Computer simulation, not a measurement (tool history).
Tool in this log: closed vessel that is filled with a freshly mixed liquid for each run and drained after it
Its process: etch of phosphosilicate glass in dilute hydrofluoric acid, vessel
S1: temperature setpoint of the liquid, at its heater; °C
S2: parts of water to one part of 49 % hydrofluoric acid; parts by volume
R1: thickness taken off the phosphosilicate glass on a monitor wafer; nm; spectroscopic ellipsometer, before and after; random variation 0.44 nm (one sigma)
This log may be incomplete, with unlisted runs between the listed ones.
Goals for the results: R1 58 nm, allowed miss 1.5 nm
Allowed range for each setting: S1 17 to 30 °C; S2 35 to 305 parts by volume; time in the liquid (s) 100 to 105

Run 1, hour 0: S1 22 °C, S2 170 parts by volume, time in the liquid (s) 100. Result: R1 30.523 nm.
Run 2, hour 8.7: S1 19 °C, S2 170 parts by volume, time in the liquid (s) 100. Result: R1 27.29 nm.
Run 3, hour 16.9: S1 19 °C, S2 200 parts by volume, time in the liquid (s) 100. Result: R1 22.266 nm.
Run 4, hour 22.2: S1 20.5 °C, S2 185 parts by volume, time in the liquid (s) 100. Result: R1 26.479 nm.
Run 5, hour 30.6: S1 20.5 °C, S2 185 parts by volume, time in the liquid (s) 100. Result: R1 25.747 nm.
Run 6, hour 34.2: S1 17.5 °C, S2 185 parts by volume, time in the liquid (s) 100. Result: R1 23.308 nm.
Run 7, hour 41.6: S1 19.5 °C, S2 175 parts by volume, time in the liquid (s) 100. Result: R1 26.761 nm.
Run 8, hour 46.3: S1 21 °C, S2 165 parts by volume, time in the liquid (s) 100. Result: R1 30.66 nm.
Run 9, hour 51.3: S1 22.5 °C, S2 155 parts by volume, time in the liquid (s) 100. Result: R1 34.058 nm.
Run 10, hour 59.7: S1 23.5 °C, S2 145 parts by volume, time in the liquid (s) 100. Result: R1 39.313 nm.
Run 11, hour 67.7: S1 24.5 °C, S2 140 parts by volume, time in the liquid (s) 100. Result: R1 42.27 nm.
Run 12, hour 68.9: S1 25.5 °C, S2 135 parts by volume, time in the liquid (s) 100. Result: R1 46.045 nm.
Run 13, hour 74.5: S1 26 °C, S2 135 parts by volume, time in the liquid (s) 100. Result: R1 46.269 nm.
Run 14, hour 76.3: S1 26.5 °C, S2 135 parts by volume, time in the liquid (s) 100. Result: R1 47.714 nm.
Run 15, hour 79.8: S1 27 °C, S2 135 parts by volume, time in the liquid (s) 100. Result: R1 48.033 nm.
Run 16, hour 81.8: S1 27.5 °C, S2 135 parts by volume, time in the liquid (s) 100. Result: R1 49.6 nm.
Run 17, hour 84.7: S1 28 °C, S2 135 parts by volume, time in the liquid (s) 100. Result: R1 50.201 nm.
Run 18, hour 87.4: S1 28.5 °C, S2 135 parts by volume, time in the liquid (s) 100. Result: R1 51.566 nm.
Run 19, hour 88.1: S1 29.5 °C, S2 130 parts by volume, time in the liquid (s) 100. Result: R1 55.123 nm.

Below are 4 possible settings for the next run. Only one of them brings all results inside the allowed miss of their targets. Which is it?
Run A, hour 88.8: S1 27.5 °C, S2 125 parts by volume, time in the liquid (s) 100. Result: R1 ?.
Run B, hour 88.8: S1 27 °C, S2 120 parts by volume, time in the liquid (s) 105. Result: R1 ?.
Run C, hour 88.8: S1 29 °C, S2 135 parts by volume, time in the liquid (s) 105. Result: R1 ?.
Run D, hour 88.8: S1 30 °C, S2 125 parts by volume, time in the liquid (s) 105. Result: R1 ?.

move      R1
   A  54.269
   B   58.62
   C  55.069
   D  62.528
A: moves away from the targets compared with the last run
B: meets every target
C: just as far off the targets as the last run
D: carries the result that was furthest off beyond its target, to the other side
Correct choice: B, which meets every target
